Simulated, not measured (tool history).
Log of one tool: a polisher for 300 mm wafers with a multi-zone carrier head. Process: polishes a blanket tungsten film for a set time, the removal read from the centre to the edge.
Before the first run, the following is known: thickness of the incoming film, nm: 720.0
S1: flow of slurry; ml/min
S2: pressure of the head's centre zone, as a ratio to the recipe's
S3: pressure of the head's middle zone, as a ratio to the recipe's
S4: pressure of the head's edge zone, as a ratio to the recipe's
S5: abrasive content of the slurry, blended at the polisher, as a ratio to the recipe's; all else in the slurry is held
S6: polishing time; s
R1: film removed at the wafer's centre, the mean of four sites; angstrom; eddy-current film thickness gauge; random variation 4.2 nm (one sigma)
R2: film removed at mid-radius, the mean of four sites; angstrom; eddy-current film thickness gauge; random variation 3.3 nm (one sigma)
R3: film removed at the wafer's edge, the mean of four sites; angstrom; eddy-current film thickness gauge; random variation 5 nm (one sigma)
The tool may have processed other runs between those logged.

run,hour,S1,S2,S3,S4,S5,S6,R1,R2,R3
1,0,180,1,1,1,1,35,2641.3,2721.7,2733.7
2,6.4,180,1,1.04,1,1,35,2645.3,2817.8,2759.7
3,13.7,180,1,1.04,1,1,41,3099.9,3302.7,3147
4,17.3,180,1,1.08,1,1,41,3107.5,3387.3,3161.2
5,25,160,1,1.08,1,1,41,3016.9,3366.7,3111
6,29.7,160,1,0.99,1,1,41,2957.7,3105.6,3225.6

Predict the results of run 7:
7,31.4,185,1.03,0.97,1,1,41,?,?,?

Run 7 came out at R1 3209.3 angstrom, R2 3128.8 angstrom, R3 3252.2 angstrom.
